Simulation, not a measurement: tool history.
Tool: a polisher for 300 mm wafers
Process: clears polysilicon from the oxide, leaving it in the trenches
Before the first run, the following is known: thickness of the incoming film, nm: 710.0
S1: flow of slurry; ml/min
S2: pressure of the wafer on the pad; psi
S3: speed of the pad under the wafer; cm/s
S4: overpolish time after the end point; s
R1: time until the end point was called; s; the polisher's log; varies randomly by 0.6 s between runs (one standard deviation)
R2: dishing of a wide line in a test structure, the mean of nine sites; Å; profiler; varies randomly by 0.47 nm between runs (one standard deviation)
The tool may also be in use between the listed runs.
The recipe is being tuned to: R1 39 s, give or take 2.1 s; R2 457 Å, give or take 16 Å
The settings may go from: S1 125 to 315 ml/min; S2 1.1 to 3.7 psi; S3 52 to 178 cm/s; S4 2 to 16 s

Run 1, hour 0: S1 205 ml/min, S2 2.4 psi, S3 114 cm/s, S4 8 s. Result: R1 61.32 s, R2 402.06 Å.
Run 2, hour 4.1: S1 205 ml/min, S2 2.6 psi, S3 114 cm/s, S4 8 s. Result: R1 57.002 s, R2 416.5 Å.
Run 3, hour 9.9: S1 205 ml/min, S2 2.6 psi, S3 114 cm/s, S4 7 s. Result: R1 57.693 s, R2 398.79 Å.
Run 4, hour 12.5: S1 205 ml/min, S2 2.6 psi, S3 114 cm/s, S4 5 s. Result: R1 57.218 s, R2 359.75 Å.
Run 5, hour 19.5: S1 175 ml/min, S2 2.6 psi, S3 114 cm/s, S4 5 s. Result: R1 58.65 s, R2 351.01 Å.
Run 6, hour 23.4: S1 180 ml/min, S2 2.8 psi, S3 114 cm/s, S4 5 s. Result: R1 55.39 s, R2 355.84 Å.
Run 7, hour 32: S1 190 ml/min, S2 3 psi, S3 116 cm/s, S4 6 s. Result: R1 50.108 s, R2 402.97 Å.
Run 8, hour 38: S1 220 ml/min, S2 3.6 psi, S3 118 cm/s, S4 6 s. Result: R1 39.882 s, R2 414.37 Å.
Run 9, hour 41.4: S1 220 ml/min, S2 3.6 psi, S3 118 cm/s, S4 7 s. Result: R1 40.131 s, R2 438.28 Å.

4 next moves are on the table. One of them brings every result within its allowed miss. Which?
Run A, hour 44.8: S1 215 ml/min, S2 3.1 psi, S3 122 cm/s, S4 6 s. Result: R1 ?, R2 ?.
Run B, hour 44.8: S1 240 ml/min, S2 3.4 psi, S3 126 cm/s, S4 13 s. Result: R1 ?, R2 ?.
Run C, hour 44.8: S1 235 ml/min, S2 3.7 psi, S3 128 cm/s, S4 5 s. Result: R1 ?, R2 ?.
Run D, hour 44.8: S1 230 ml/min, S2 3.5 psi, S3 140 cm/s, S4 5 s. Result: R1 ?, R2 ?.

move      R1      R2
   A  44.886  414.11
   B  39.225  464.35
   C  35.644  419.47
   D  34.578  422.67
A: moves away from the targets compared with the last run
B: every result within its allowed miss
C: moves away from the targets compared with the last run
D: moves away from the targets compared with the last run
So the answer is move B, the one that meets all the targets.
